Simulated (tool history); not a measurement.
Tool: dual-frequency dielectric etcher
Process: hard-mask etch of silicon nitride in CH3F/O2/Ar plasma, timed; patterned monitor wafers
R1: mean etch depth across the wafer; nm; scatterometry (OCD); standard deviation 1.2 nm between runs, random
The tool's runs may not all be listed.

run 1 hour=0.0 | source_power_(kW)=0.400 bias_power_(kW)=0.066 etch_time_(s)=286.5 | R1=199.28
run 2 hour=7.5 | source_power_(kW)=0.380 bias_power_(kW)=0.065 etch_time_(s)=286.5 | R1=199.40
run 3 hour=10.0 | source_power_(kW)=0.380 bias_power_(kW)=0.065 etch_time_(s)=298.5 | R1=206.59
run 4 hour=16.6 | source_power_(kW)=0.380 bias_power_(kW)=0.065 etch_time_(s)=286.5 | R1=198.63
run 5 hour=24.1 | source_power_(kW)=0.380 bias_power_(kW)=0.065 etch_time_(s)=298.5 | R1=204.10
run 6 hour=32.8 | source_power_(kW)=0.450 bias_power_(kW)=0.065 etch_time_(s)=298.5 | R1=217.32
run 7 hour=40.5 | source_power_(kW)=0.430 bias_power_(kW)=0.062 etch_time_(s)=297.0 | R1=210.62
run 8 hour=42.8 | source_power_(kW)=0.350 bias_power_(kW)=0.049 etch_time_(s)=291.5 | R1=184.55

What does the tool deliver on the next run?
run 9 hour=49.7 | source_power_(kW)=0.340 bias_power_(kW)=0.048 etch_time_(s)=291.5 | R1=?

R1: 183.39 nm
